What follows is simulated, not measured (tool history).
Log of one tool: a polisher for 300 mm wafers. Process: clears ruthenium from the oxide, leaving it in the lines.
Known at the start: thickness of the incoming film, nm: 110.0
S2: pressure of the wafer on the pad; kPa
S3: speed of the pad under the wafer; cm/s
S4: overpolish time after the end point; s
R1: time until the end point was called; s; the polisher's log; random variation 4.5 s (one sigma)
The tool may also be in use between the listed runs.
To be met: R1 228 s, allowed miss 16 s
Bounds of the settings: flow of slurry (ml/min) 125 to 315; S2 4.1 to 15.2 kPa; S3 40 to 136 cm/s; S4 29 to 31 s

run 1 day=0 | flow_of_slurry_(ml/min)=205 S2=9.7 S3=88 S4=29 | R1=157.45
run 2 day=0.079 | flow_of_slurry_(ml/min)=205 S2=9.7 S3=96 S4=29 | R1=145.94
run 3 day=0.262 | flow_of_slurry_(ml/min)=205 S2=9.7 S3=96 S4=29 | R1=145.69
run 4 day=0.421 | flow_of_slurry_(ml/min)=235 S2=9.7 S3=96 S4=29 | R1=140.46
run 5 day=0.771 | flow_of_slurry_(ml/min)=235 S2=8.3 S3=96 S4=29 | R1=166.54
run 6 day=0.942 | flow_of_slurry_(ml/min)=235 S2=8.3 S3=96 S4=31 | R1=163.32
run 7 day=1.079 | flow_of_slurry_(ml/min)=235 S2=7.6 S3=94 S4=31 | R1=181.32
run 8 day=1.346 | flow_of_slurry_(ml/min)=235 S2=6.9 S3=94 S4=31 | R1=196.92
run 9 day=1.675 | flow_of_slurry_(ml/min)=235 S2=6.9 S3=94 S4=31 | R1=197.92
-- day=1.979 worn pad replaced by a new one
run 10 day=1.979 | flow_of_slurry_(ml/min)=235 S2=6.2 S3=94 S4=31 | R1=191.63

Which of these 5 next moves meets every target?
run A day=2.283 | flow_of_slurry_(ml/min)=275 S2=5.5 S3=84 S4=30 | R1=?
run B day=2.283 | flow_of_slurry_(ml/min)=245 S2=5.5 S3=72 S4=30 | R1=?
run C day=2.283 | flow_of_slurry_(ml/min)=195 S2=6.2 S3=70 S4=30 | R1=?
run D day=2.283 | flow_of_slurry_(ml/min)=270 S2=6.9 S3=82 S4=30 | R1=?
run E day=2.283 | flow_of_slurry_(ml/min)=270 S2=4.8 S3=114 S4=29 | R1=?

move=A R1=234.3
move=B R1=274.74
move=C R1=260.32
move=D R1=197.17
move=E R1=195.71
A: meets every target
B: takes the result that was furthest off past its target
C: takes the result that was furthest off past its target
D: nearer than the last run, and not there yet
E: nearer than the last run, and not there yet
The right move is A.
